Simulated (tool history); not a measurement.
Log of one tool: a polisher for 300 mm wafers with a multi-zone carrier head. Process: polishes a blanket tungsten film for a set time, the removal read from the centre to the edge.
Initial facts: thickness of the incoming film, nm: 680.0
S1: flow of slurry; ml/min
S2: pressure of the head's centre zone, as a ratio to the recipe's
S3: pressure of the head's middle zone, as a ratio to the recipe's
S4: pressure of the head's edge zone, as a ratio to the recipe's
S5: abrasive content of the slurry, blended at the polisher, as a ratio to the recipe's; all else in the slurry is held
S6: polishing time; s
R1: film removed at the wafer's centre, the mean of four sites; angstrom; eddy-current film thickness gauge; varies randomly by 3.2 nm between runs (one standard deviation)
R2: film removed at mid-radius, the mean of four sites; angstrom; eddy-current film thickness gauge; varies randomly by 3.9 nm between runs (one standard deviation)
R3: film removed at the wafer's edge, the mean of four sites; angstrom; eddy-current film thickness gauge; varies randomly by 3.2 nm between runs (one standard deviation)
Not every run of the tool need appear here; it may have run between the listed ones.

run	hour	S1	S2	S3	S4	S5	S6	R1	R2	R3
1	0	145	1	1	1	1	38	2230.5	2373.2	2216.2
2	7.4	150	1	1.02	1.01	1.05	38	2245.9	2371.9	2327.6
3	12.1	150	1	1.02	1.01	1.2	38	2277.1	2489.8	2372.3
4	14.4	155	1	1.04	0.99	1.25	39	2429.1	2644.8	2471
5	22.6	160	0.99	1.06	0.98	1.3	39	2436.7	2675.4	2422.3
6	28.2	160	0.98	1.08	0.98	1.35	40	2499.3	2859.5	2544.7
7	37.2	165	0.98	1.09	0.98	1.35	40	2492.6	2855.1	2500.9
8	42.3	185	0.96	1.19	1.02	1.5	44	2866.5	3538.7	2959.1

Run 9, settings as shown, results not yet in. Your forecast:
9	50.2	185	0.96	1.19	1.01	1.5	44	?	?	?

{"run 9": {"R1": 2860.6, "R2": 3528.4, "R3": 2950.2}}
